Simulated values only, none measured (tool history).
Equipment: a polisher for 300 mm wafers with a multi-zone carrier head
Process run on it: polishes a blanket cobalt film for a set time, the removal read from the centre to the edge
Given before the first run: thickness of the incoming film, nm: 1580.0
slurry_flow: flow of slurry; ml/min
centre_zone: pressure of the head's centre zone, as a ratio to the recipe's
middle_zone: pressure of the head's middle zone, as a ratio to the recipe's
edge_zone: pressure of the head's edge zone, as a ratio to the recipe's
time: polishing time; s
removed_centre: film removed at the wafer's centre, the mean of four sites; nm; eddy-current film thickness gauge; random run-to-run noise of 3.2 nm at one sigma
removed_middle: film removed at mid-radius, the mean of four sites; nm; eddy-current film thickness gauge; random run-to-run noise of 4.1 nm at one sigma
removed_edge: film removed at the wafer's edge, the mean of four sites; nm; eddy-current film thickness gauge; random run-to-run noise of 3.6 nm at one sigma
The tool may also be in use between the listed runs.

run 1 hour=0.0 | slurry_flow=250 centre_zone=1.00 middle_zone=1.00 edge_zone=1.00 time=65 | removed_centre=342.47 removed_middle=352.21 removed_edge=344.61
run 2 hour=4.8 | slurry_flow=250 centre_zone=1.00 middle_zone=0.91 edge_zone=1.00 time=65 | removed_centre=337.56 removed_middle=323.42 removed_edge=344.47
run 3 hour=8.3 | slurry_flow=260 centre_zone=1.02 middle_zone=0.95 edge_zone=1.02 time=66 | removed_centre=353.69 removed_middle=339.68 removed_edge=364.11
run 4 hour=12.3 | slurry_flow=260 centre_zone=1.02 middle_zone=0.91 edge_zone=1.02 time=66 | removed_centre=352.47 removed_middle=330.11 removed_edge=351.82
run 5 hour=19.3 | slurry_flow=260 centre_zone=1.02 middle_zone=0.84 edge_zone=1.02 time=66 | removed_centre=355.76 removed_middle=307.41 removed_edge=352.94
run 6 hour=23.4 | slurry_flow=270 centre_zone=1.04 middle_zone=0.89 edge_zone=1.03 time=67 | removed_centre=370.13 removed_middle=329.42 removed_edge=367.78
run 7 hour=30.2 | slurry_flow=280 centre_zone=1.06 middle_zone=0.94 edge_zone=1.03 time=67 | removed_centre=376.55 removed_middle=347.67 removed_edge=366.40
run 8 hour=34.6 | slurry_flow=335 centre_zone=1.16 middle_zone=1.04 edge_zone=1.13 time=74 | removed_centre=468.27 removed_middle=417.91 removed_edge=429.00
run 9 hour=42.4 | slurry_flow=335 centre_zone=1.15 middle_zone=1.05 edge_zone=1.13 time=74 | removed_centre=459.87 removed_middle=426.77 removed_edge=430.97

Run 10 is up next; what results do you expect?
run 10 hour=50.4 | slurry_flow=335 centre_zone=1.15 middle_zone=1.05 edge_zone=1.13 time=74 | removed_centre=? removed_middle=? removed_edge=?

removed_centre: 467.15 nm
removed_middle: 427.46 nm
removed_edge: 427.58 nm

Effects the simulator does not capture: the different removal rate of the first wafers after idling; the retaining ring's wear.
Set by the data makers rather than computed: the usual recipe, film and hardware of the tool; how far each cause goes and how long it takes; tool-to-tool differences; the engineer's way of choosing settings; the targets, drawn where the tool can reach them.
